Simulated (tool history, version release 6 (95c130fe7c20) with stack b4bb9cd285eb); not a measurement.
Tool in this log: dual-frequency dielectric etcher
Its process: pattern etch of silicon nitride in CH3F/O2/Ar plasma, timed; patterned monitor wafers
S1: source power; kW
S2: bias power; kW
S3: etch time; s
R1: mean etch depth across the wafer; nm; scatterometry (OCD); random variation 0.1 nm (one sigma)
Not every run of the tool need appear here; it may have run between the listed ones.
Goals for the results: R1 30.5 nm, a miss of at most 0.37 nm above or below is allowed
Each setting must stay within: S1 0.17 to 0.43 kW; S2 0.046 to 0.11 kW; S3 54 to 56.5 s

run	hour	S1	S2	S3	R1
1	0	0.3	0.078	54	33.519
2	7.8	0.3	0.084	54	34.165
3	13.7	0.27	0.083	54	32.951
4	16.1	0.27	0.083	56.5	34.306
5	23.6	0.27	0.083	54	32.576
6	26.4	0.27	0.083	56.5	34.232
7	34	0.25	0.083	56.5	33.38
8	37.6	0.23	0.083	56.5	31.951
9	42.6	0.22	0.083	56.5	31.534
10	51.2	0.21	0.083	56.5	31.137

Which one of the following 4 next-run settings gets every result inside its allowed miss? There is exactly one.
A	59.8	0.21	0.089	54.5	?
B	59.8	0.22	0.104	54	?
C	59.8	0.2	0.09	56.5	?
D	59.8	0.25	0.071	56	?

move	R1
A	30.496
B	32.244
C	31.125
D	31.471
A: in spec on every target
B: lands further from the targets than the last run did
C: as far off as the last run
D: lands further from the targets than the last run did
A meets every target.
